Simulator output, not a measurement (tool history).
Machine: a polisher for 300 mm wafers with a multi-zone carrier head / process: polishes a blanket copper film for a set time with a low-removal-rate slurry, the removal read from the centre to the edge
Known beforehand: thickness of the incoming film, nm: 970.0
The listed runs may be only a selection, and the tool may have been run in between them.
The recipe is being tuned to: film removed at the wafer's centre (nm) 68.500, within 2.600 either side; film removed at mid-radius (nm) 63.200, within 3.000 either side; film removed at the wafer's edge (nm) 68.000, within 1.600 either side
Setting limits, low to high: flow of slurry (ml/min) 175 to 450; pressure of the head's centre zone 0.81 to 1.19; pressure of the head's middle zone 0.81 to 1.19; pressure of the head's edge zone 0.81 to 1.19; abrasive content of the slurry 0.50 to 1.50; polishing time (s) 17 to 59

run,day,flow of slurry (ml/min),pressure of the head's centre zone,pressure of the head's middle zone,pressure of the head's edge zone,abrasive content of the slurry,polishing time (s),film removed at the wafer's centre (nm),film removed at mid-radius (nm),film removed at the wafer's edge (nm)
1,0.000,290,1.00,1.00,1.00,1.00,38,109.320,109.930,106.870
2,0.200,290,1.00,1.00,1.00,1.00,45,129.140,127.800,127.000
3,0.454,290,1.00,1.00,1.00,1.15,45,132.340,130.800,128.740
4,0.600,285,0.99,0.97,0.98,1.05,41,115.670,113.250,113.970
5,0.821,280,0.99,0.95,0.96,1.00,38,108.890,104.850,104.530
6,0.888,275,0.98,0.93,0.95,0.95,36,100.810,92.960,97.154
7,1.250,270,0.97,0.93,0.93,0.90,34,92.749,89.130,88.828
8,1.346,265,0.96,0.91,0.92,0.85,33,87.636,82.449,86.014
9,1.454,265,0.95,0.90,0.91,0.80,32,82.544,79.718,81.978
10,1.771,260,0.95,0.89,0.90,0.75,32,81.502,77.739,79.009
11,1.904,255,0.95,0.88,0.90,0.70,32,81.132,75.167,79.885
12,2.004,255,0.94,0.87,0.89,0.65,32,78.131,74.053,77.409
13,2.300,250,0.94,0.86,0.88,0.65,32,78.234,73.997,77.849
14,2.396,250,0.94,0.82,0.85,0.50,28,64.630,59.492,63.235
15,2.600,250,0.94,0.83,0.86,0.50,28,65.302,57.682,63.694
16,2.929,250,0.94,0.84,0.87,0.50,28,65.594,58.964,63.730
17,2.988,295,0.95,0.87,0.97,0.60,28,69.531,64.455,71.284
18,3.046,295,0.95,0.87,0.96,0.60,28,68.406,64.833,69.998
19,3.171,295,0.96,0.87,0.95,0.60,28,71.105,64.845,69.480

5 candidate next runs follow, results not yet known. Just one meets every target within its allowed miss. Identify it.
A,3.296,325,0.90,0.81,0.95,0.75,28,?,?,?
B,3.296,300,0.97,0.89,0.98,0.70,26,?,?,?
C,3.296,360,0.96,0.87,0.85,0.75,27,?,?,?
D,3.296,275,0.90,0.93,0.91,0.55,29,?,?,?
E,3.296,275,0.99,0.81,0.97,0.50,30,?,?,?

move,film removed at the wafer's centre (nm),film removed at mid-radius (nm),film removed at the wafer's edge (nm)
A,69.343,64.521,73.104
B,67.964,63.348,67.502
C,72.135,66.579,67.421
D,66.552,69.475,69.022
E,74.464,63.029,72.458
A: brings the result that was furthest off to its target, and leaves another outside
B: each result inside its tolerance
C: its largest miss is bigger than the last run's
D: brings the result that was furthest off to its target, and leaves another outside
E: its largest miss is bigger than the last run's
The right move is B.
